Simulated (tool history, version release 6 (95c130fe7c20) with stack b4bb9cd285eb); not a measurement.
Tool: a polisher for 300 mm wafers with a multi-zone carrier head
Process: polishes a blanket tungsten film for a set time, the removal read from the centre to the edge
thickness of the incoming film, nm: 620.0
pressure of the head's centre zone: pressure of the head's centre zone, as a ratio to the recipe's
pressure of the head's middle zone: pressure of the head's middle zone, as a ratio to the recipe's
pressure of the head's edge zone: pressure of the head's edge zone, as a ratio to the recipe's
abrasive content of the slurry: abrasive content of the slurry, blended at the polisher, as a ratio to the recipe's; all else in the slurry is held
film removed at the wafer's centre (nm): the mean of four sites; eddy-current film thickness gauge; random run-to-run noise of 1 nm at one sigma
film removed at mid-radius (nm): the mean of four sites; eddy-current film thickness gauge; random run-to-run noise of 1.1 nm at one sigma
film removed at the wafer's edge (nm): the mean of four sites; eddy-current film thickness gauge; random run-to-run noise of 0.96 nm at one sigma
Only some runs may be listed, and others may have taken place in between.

| run | day | flow of slurry (ml/min) | pressure of the head's centre zone | pressure of the head's middle zone | pressure of the head's edge zone | abrasive content of the slurry | polishing time (s) | film removed at the wafer's centre (nm) | film removed at mid-radius (nm) | film removed at the wafer's edge (nm) |
|---|---|---|---|---|---|---|---|---|---|---|
| 1 | 0 | 310 | 1 | 1 | 1 | 1 | 37 | 169.31 | 151.9 | 153.76 |
| 2 | 0.279 | 310 | 1 | 1 | 1 | 0.85 | 37 | 162.07 | 149.02 | 148.25 |
| 3 | 0.371 | 310 | 1 | 1.05 | 1 | 0.85 | 37 | 162.28 | 153.81 | 150.27 |
| 4 | 0.733 | 310 | 1 | 0.98 | 1 | 0.85 | 37 | 164.3 | 144.77 | 149.01 |
| 5 | 0.842 | 335 | 1 | 0.98 | 1 | 0.85 | 37 | 163.58 | 149.01 | 150.18 |
| 6 | 0.929 | 335 | 1 | 0.91 | 1 | 0.85 | 37 | 162.6 | 135.71 | 150.62 |

Estimate the outcome of run 7 from the log above:
| 7 | 1.138 | 315 | 0.95 | 0.88 | 0.96 | 0.75 | 36 | ? | ? | ? |

film removed at the wafer's centre (nm): 147.81
film removed at mid-radius (nm): 123
film removed at the wafer's edge (nm): 138.93
